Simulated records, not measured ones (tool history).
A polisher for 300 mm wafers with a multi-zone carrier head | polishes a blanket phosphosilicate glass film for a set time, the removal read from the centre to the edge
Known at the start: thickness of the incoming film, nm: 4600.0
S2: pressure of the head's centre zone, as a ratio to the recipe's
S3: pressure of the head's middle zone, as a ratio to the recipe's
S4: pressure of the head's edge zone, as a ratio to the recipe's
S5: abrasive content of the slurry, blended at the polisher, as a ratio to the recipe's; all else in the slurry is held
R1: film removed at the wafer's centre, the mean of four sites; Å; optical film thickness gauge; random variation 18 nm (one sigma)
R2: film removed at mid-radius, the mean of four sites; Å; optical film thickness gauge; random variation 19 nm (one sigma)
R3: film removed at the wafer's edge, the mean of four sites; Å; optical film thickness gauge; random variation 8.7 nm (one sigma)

run 1 hour=0 | flow_of_slurry_(ml/min)=200 S2=1 S3=1 S4=1 S5=1 polishing_time_(s)=74 | R1=9560.3 R2=9554.8 R3=9423.1
run 2 hour=2.1 | flow_of_slurry_(ml/min)=200 S2=1 S3=1 S4=1 S5=1 polishing_time_(s)=64 | R1=8130.7 R2=8329.5 R3=8072.4
run 3 hour=4.9 | flow_of_slurry_(ml/min)=200 S2=1 S3=1 S4=1 S5=1.2 polishing_time_(s)=64 | R1=8804.1 R2=8763.2 R3=8643.9
run 4 hour=12.4 | flow_of_slurry_(ml/min)=200 S2=1 S3=1 S4=1 S5=1 polishing_time_(s)=64 | R1=8440.6 R2=8015.8 R3=8085.2
run 5 hour=19.3 | flow_of_slurry_(ml/min)=245 S2=1 S3=1 S4=1 S5=1 polishing_time_(s)=64 | R1=8308.4 R2=8158.8 R3=8114
run 6 hour=21.4 | flow_of_slurry_(ml/min)=245 S2=1.01 S3=1.03 S4=1.02 S5=1.15 polishing_time_(s)=68 | R1=9474.2 R2=9369 R3=9250.8
run 7 hour=23 | flow_of_slurry_(ml/min)=245 S2=1.01 S3=1.03 S4=1.02 S5=1.15 polishing_time_(s)=68 | R1=9744 R2=9568 R3=9366.5
run 8 hour=27.6 | flow_of_slurry_(ml/min)=245 S2=1 S3=1.06 S4=1.04 S5=1.25 polishing_time_(s)=69 | R1=9779.5 R2=10063 R3=9633
run 9 hour=29.6 | flow_of_slurry_(ml/min)=245 S2=1 S3=1.08 S4=1.05 S5=1.3 polishing_time_(s)=72 | R1=10354 R2=11185 R3=10419
run 10 hour=34 | flow_of_slurry_(ml/min)=245 S2=1.01 S3=1.09 S4=1.07 S5=1.35 polishing_time_(s)=73 | R1=10872 R2=11125 R3=10833
run 11 hour=38.2 | flow_of_slurry_(ml/min)=250 S2=1.01 S3=1.11 S4=1.07 S5=1.4 polishing_time_(s)=74 | R1=11354 R2=11864 R3=11012
run 12 hour=39.3 | flow_of_slurry_(ml/min)=250 S2=1.01 S3=1.12 S4=1.08 S5=1.45 polishing_time_(s)=75 | R1=11672 R2=12595 R3=11551
run 13 hour=40.3 | flow_of_slurry_(ml/min)=250 S2=1.01 S3=1.13 S4=1.09 S5=1.45 polishing_time_(s)=75 | R1=11531 R2=12594 R3=11395

Forecast run 14:
run 14 hour=47 | flow_of_slurry_(ml/min)=255 S2=1.01 S3=1.13 S4=1.1 S5=1.45 polishing_time_(s)=76 | R1=? R2=? R3=?

R1: 11505 Å
R2: 12665 Å
R3: 11687 Å

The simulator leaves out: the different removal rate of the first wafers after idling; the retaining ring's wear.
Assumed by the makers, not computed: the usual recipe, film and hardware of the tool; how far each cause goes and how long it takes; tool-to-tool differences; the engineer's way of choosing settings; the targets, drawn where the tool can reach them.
